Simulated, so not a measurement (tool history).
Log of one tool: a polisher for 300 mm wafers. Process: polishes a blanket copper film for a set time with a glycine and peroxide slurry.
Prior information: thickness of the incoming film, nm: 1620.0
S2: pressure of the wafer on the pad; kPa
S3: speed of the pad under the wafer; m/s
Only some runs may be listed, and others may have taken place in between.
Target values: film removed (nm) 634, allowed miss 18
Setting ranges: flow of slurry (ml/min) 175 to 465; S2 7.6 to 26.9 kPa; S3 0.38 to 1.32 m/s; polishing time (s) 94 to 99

run 1 hour=0 | flow_of_slurry_(ml/min)=295 S2=17.2 S3=0.84 polishing_time_(s)=94 | film_removed_(nm)=433.15
run 2 hour=0.9 | flow_of_slurry_(ml/min)=295 S2=19.3 S3=0.84 polishing_time_(s)=94 | film_removed_(nm)=470.55
run 3 hour=7.6 | flow_of_slurry_(ml/min)=295 S2=19.3 S3=0.76 polishing_time_(s)=94 | film_removed_(nm)=438.94
run 4 hour=14.9 | flow_of_slurry_(ml/min)=295 S2=19.3 S3=0.94 polishing_time_(s)=94 | film_removed_(nm)=515.24
run 5 hour=22.8 | flow_of_slurry_(ml/min)=295 S2=19.3 S3=0.8 polishing_time_(s)=94 | film_removed_(nm)=458.44
-- hour=31.7 head pressure recalibrated
run 6 hour=31.7 | flow_of_slurry_(ml/min)=295 S2=19.3 S3=0.98 polishing_time_(s)=94 | film_removed_(nm)=570.94
run 7 hour=35.6 | flow_of_slurry_(ml/min)=295 S2=20 S3=0.98 polishing_time_(s)=94 | film_removed_(nm)=586.11
run 8 hour=42.6 | flow_of_slurry_(ml/min)=295 S2=20.7 S3=0.98 polishing_time_(s)=94 | film_removed_(nm)=601.37

Consider the 4 candidate settings below. Which is the only one whose results all fall within their allowed miss of target?
run A hour=49.6 | flow_of_slurry_(ml/min)=295 S2=22.1 S3=0.92 polishing_time_(s)=98 | film_removed_(nm)=?
run B hour=49.6 | flow_of_slurry_(ml/min)=350 S2=19.3 S3=0.98 polishing_time_(s)=95 | film_removed_(nm)=?
run C hour=49.6 | flow_of_slurry_(ml/min)=275 S2=18.6 S3=0.96 polishing_time_(s)=98 | film_removed_(nm)=?
run D hour=49.6 | flow_of_slurry_(ml/min)=340 S2=21.4 S3=0.82 polishing_time_(s)=99 | film_removed_(nm)=?

move=A film_removed_(nm)=622.25
move=B film_removed_(nm)=577.94
move=C film_removed_(nm)=556.25
move=D film_removed_(nm)=564.45
A: all results in spec
B: its largest miss is bigger than the last run's
C: its largest miss is bigger than the last run's
D: its largest miss is bigger than the last run's
The right move is A.

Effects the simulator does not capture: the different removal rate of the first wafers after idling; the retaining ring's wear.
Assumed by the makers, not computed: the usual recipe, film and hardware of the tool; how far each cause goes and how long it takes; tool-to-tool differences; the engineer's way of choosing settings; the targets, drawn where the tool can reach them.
